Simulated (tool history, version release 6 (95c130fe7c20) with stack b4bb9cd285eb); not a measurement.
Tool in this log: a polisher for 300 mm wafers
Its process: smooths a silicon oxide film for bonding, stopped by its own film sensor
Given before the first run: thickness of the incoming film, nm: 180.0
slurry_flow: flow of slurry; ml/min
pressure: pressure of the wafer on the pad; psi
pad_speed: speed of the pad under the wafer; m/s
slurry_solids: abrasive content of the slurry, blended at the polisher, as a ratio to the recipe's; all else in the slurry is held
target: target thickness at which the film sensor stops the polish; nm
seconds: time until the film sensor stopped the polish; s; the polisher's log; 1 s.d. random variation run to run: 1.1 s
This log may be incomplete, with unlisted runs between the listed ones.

| run | day | slurry_flow | pressure | pad_speed | slurry_solids | target | seconds |
|---|---|---|---|---|---|---|---|
| 1 | 0 | 200 | 1.8 | 0.88 | 1 | 160 | 29.155 |
| 2 | 0.358 | 200 | 1.8 | 1.04 | 1 | 160 | 26.738 |
| 3 | 0.442 | 200 | 1.5 | 1.04 | 1 | 160 | 31.348 |
| 4 | 0.554 | 200 | 1.5 | 0.88 | 1 | 160 | 36.863 |
|  | 0.779 | head pressure recalibrated |
| 5 | 0.779 | 200 | 1.5 | 1.08 | 1 | 160 | 32.291 |
| 6 | 0.879 | 200 | 1.3 | 1.04 | 1 | 160 | 38.207 |
| 7 | 1.05 | 200 | 1.2 | 1.02 | 1 | 160 | 43.035 |
| 8 | 1.292 | 200 | 1.1 | 1.02 | 1 | 160 | 45.318 |

Forecast run 9:
| 9 | 1.442 | 200 | 1 | 1.02 | 1 | 160 | ? |

{"run 9": {"seconds": 49.892}}
